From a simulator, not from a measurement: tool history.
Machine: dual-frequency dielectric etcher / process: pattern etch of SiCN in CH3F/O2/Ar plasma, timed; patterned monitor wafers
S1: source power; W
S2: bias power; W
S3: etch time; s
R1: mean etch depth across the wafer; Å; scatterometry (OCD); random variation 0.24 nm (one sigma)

run 1 hour=0.0 | S1=440 S2=95 S3=94.5 | R1=465.71
run 2 hour=7.0 | S1=430 S2=94 S3=94.5 | R1=458.50
run 3 hour=9.8 | S1=430 S2=94 S3=98.5 | R1=479.53
run 4 hour=13.9 | S1=430 S2=94 S3=98.5 | R1=477.53
run 5 hour=20.8 | S1=410 S2=93 S3=98.5 | R1=466.95
run 6 hour=28.2 | S1=380 S2=93 S3=98.5 | R1=458.02

Predict the results of run 7:
run 7 hour=36.1 | S1=370 S2=93 S3=98.5 | R1=?

Logged for run 7: R1 460.63 Å.

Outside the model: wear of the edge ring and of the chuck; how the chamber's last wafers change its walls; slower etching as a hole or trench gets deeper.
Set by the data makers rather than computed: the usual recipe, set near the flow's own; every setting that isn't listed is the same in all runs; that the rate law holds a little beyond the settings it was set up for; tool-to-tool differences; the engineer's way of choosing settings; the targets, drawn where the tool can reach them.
